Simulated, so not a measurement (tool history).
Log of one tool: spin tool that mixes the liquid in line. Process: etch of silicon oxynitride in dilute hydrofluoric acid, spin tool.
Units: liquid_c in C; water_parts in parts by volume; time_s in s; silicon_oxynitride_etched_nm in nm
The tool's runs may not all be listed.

{"run": 1, "day": 0.0, "liquid_c": 25, "water_parts": 160, "time_s": 315, "silicon_oxynitride_etched_nm": 4.3486}
{"run": 2, "day": 0.296, "liquid_c": 28, "water_parts": 160, "time_s": 315, "silicon_oxynitride_etched_nm": 4.9115}
{"run": 3, "day": 0.55, "liquid_c": 28, "water_parts": 160, "time_s": 315, "silicon_oxynitride_etched_nm": 5.0774}
{"run": 4, "day": 0.7, "liquid_c": 28, "water_parts": 160, "time_s": 315, "silicon_oxynitride_etched_nm": 5.0052}
{"run": 5, "day": 0.925, "liquid_c": 28, "water_parts": 135, "time_s": 315, "silicon_oxynitride_etched_nm": 6.0015}
{"run": 6, "day": 1.258, "liquid_c": 29.5, "water_parts": 110, "time_s": 315, "silicon_oxynitride_etched_nm": 8.1525}
{"run": 7, "day": 1.283, "liquid_c": 30.5, "water_parts": 100, "time_s": 315, "silicon_oxynitride_etched_nm": 9.7894}

Forecast run 8:
{"run": 8, "day": 1.396, "liquid_c": 31, "water_parts": 95, "time_s": 315, "silicon_oxynitride_etched_nm": "?"}

{"run 8": {"silicon_oxynitride_etched_nm": 10.593}}

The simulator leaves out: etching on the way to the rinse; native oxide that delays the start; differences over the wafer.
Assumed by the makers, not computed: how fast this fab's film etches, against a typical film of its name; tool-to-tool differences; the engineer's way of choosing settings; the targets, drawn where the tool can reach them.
